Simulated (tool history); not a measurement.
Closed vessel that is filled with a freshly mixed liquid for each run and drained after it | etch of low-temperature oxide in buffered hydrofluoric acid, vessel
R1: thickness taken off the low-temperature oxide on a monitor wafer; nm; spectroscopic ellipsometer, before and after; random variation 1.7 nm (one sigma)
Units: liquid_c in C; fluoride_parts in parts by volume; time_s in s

run 1 day=0 | liquid_c=22 fluoride_parts=12 time_s=95 | R1=351.92
run 2 day=0.346 | liquid_c=22 fluoride_parts=12 time_s=105 | R1=393.23
run 3 day=0.596 | liquid_c=25.5 fluoride_parts=12 time_s=105 | R1=473.19
run 4 day=0.704 | liquid_c=28.5 fluoride_parts=12 time_s=105 | R1=552.67
run 5 day=1.075 | liquid_c=25.5 fluoride_parts=13.5 time_s=105 | R1=427.22
run 6 day=1.379 | liquid_c=24.5 fluoride_parts=13.5 time_s=105 | R1=396.2
run 7 day=1.571 | liquid_c=22.5 fluoride_parts=14.5 time_s=105 | R1=333.48

The next listed run, before its measurement:
run 8 day=1.775 | liquid_c=18.5 fluoride_parts=17.5 time_s=105 | R1=?

{"run 8": {"R1": 225.64}}

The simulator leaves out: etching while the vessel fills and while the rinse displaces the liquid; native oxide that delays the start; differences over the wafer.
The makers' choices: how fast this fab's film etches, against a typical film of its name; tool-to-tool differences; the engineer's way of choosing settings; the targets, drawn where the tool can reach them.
